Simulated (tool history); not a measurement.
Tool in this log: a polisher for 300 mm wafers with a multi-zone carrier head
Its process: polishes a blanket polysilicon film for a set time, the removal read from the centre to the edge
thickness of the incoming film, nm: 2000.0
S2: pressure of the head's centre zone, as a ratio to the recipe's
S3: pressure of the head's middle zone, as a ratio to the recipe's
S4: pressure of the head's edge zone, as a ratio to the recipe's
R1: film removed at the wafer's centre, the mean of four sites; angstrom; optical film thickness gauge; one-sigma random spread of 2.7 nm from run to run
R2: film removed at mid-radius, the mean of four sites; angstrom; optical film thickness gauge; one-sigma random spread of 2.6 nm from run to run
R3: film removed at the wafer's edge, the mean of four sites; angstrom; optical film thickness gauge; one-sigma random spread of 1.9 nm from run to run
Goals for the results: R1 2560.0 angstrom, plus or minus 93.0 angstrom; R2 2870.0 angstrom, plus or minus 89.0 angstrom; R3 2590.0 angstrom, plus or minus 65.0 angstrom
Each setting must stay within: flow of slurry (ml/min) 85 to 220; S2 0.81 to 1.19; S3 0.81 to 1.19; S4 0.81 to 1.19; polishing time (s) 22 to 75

Run 1, hour 0.0: flow of slurry (ml/min) 140, S2 1.00, S3 1.00, S4 1.00, polishing time (s) 48. Result: R1 4686.8 angstrom, R2 4638.3 angstrom, R3 4826.7 angstrom.
Run 2, hour 5.6: flow of slurry (ml/min) 135, S2 0.99, S3 1.01, S4 0.97, polishing time (s) 43. Result: R1 4142.3 angstrom, R2 4162.5 angstrom, R3 4279.2 angstrom.
Run 3, hour 7.7: flow of slurry (ml/min) 165, S2 0.99, S3 1.01, S4 0.97, polishing time (s) 43. Result: R1 4267.1 angstrom, R2 4347.7 angstrom, R3 4414.9 angstrom.
Run 4, hour 14.3: flow of slurry (ml/min) 165, S2 0.96, S3 1.01, S4 0.97, polishing time (s) 43. Result: R1 4131.2 angstrom, R2 4330.6 angstrom, R3 4358.3 angstrom.
Run 5, hour 20.4: flow of slurry (ml/min) 165, S2 0.96, S3 1.01, S4 0.97, polishing time (s) 47. Result: R1 4484.9 angstrom, R2 4720.1 angstrom, R3 4730.1 angstrom.
Run 6, hour 25.5: flow of slurry (ml/min) 165, S2 0.96, S3 0.98, S4 0.97, polishing time (s) 47. Result: R1 4477.3 angstrom, R2 4599.2 angstrom, R3 4782.5 angstrom.
Run 7, hour 27.1: flow of slurry (ml/min) 155, S2 0.96, S3 1.00, S4 0.94, polishing time (s) 42. Result: R1 3981.9 angstrom, R2 4101.4 angstrom, R3 4092.0 angstrom.
Run 8, hour 28.3: flow of slurry (ml/min) 145, S2 0.94, S3 1.00, S4 0.91, polishing time (s) 40. Result: R1 3686.8 angstrom, R2 3867.1 angstrom, R3 3892.8 angstrom.
Run 9, hour 32.5: flow of slurry (ml/min) 145, S2 0.94, S3 1.02, S4 0.89, polishing time (s) 37. Result: R1 3395.5 angstrom, R2 3685.3 angstrom, R3 3587.6 angstrom.
Run 10, hour 34.0: flow of slurry (ml/min) 145, S2 0.94, S3 1.03, S4 0.87, polishing time (s) 34. Result: R1 3110.9 angstrom, R2 3476.0 angstrom, R3 3249.5 angstrom.
Run 11, hour 40.5: flow of slurry (ml/min) 140, S2 0.94, S3 1.03, S4 0.86, polishing time (s) 33. Result: R1 2937.0 angstrom, R2 3308.3 angstrom, R3 3132.0 angstrom.
Run 12, hour 42.7: flow of slurry (ml/min) 135, S2 0.95, S3 1.04, S4 0.85, polishing time (s) 32. Result: R1 2973.1 angstrom, R2 3181.1 angstrom, R3 3030.8 angstrom.
Run 13, hour 50.8: flow of slurry (ml/min) 105, S2 0.90, S3 1.12, S4 0.81, polishing time (s) 26. Result: R1 2119.8 angstrom, R2 2659.1 angstrom, R3 2367.7 angstrom.
At hour 55.4: slurry nozzle cleaned.
Run 14, hour 55.4: flow of slurry (ml/min) 115, S2 0.91, S3 1.11, S4 0.81, polishing time (s) 26. Result: R1 2360.9 angstrom, R2 2777.3 angstrom, R3 2452.6 angstrom.
Run 15, hour 57.5: flow of slurry (ml/min) 120, S2 0.91, S3 1.10, S4 0.81, polishing time (s) 26. Result: R1 2370.1 angstrom, R2 2867.1 angstrom, R3 2462.4 angstrom.
Run 16, hour 62.1: flow of slurry (ml/min) 120, S2 0.92, S3 1.09, S4 0.81, polishing time (s) 26. Result: R1 2406.3 angstrom, R2 2818.2 angstrom, R3 2468.8 angstrom.
Run 17, hour 63.0: flow of slurry (ml/min) 125, S2 0.92, S3 1.08, S4 0.81, polishing time (s) 26. Result: R1 2420.8 angstrom, R2 2762.1 angstrom, R3 2489.3 angstrom.
Run 18, hour 65.8: flow of slurry (ml/min) 130, S2 0.92, S3 1.08, S4 0.81, polishing time (s) 26. Result: R1 2400.9 angstrom, R2 2821.2 angstrom, R3 2511.1 angstrom.
Run 19, hour 68.2: flow of slurry (ml/min) 135, S2 0.93, S3 1.08, S4 0.81, polishing time (s) 26. Result: R1 2408.4 angstrom, R2 2819.4 angstrom, R3 2508.2 angstrom.
Run 20, hour 69.8: flow of slurry (ml/min) 140, S2 0.94, S3 1.08, S4 0.81, polishing time (s) 26. Result: R1 2557.6 angstrom, R2 2831.2 angstrom, R3 2532.3 angstrom.

4 candidate next runs follow, results not yet known. Just one meets every target within its allowed miss. Identify it.
Run A, hour 71.4: flow of slurry (ml/min) 145, S2 0.99, S3 1.12, S4 0.81, polishing time (s) 25. Result: R1 ?, R2 ?, R3 ?.
Run B, hour 71.4: flow of slurry (ml/min) 170, S2 0.95, S3 1.07, S4 0.87, polishing time (s) 26. Result: R1 ?, R2 ?, R3 ?.
Run C, hour 71.4: flow of slurry (ml/min) 165, S2 0.96, S3 1.13, S4 0.86, polishing time (s) 25. Result: R1 ?, R2 ?, R3 ?.
Run D, hour 71.4: flow of slurry (ml/min) 155, S2 1.02, S3 1.13, S4 0.81, polishing time (s) 25. Result: R1 ?, R2 ?, R3 ?.

move      R1      R2      R3
   A  2522.2  2866.9  2436.2
   B  2572.4  2925.0  2633.8
   C  2490.5  2936.2  2513.9
   D  2624.3  2912.8  2450.6
A: lands further from the targets than the last run did
B: each result inside its tolerance
C: lands further from the targets than the last run did
D: lands further from the targets than the last run did
B meets every target.
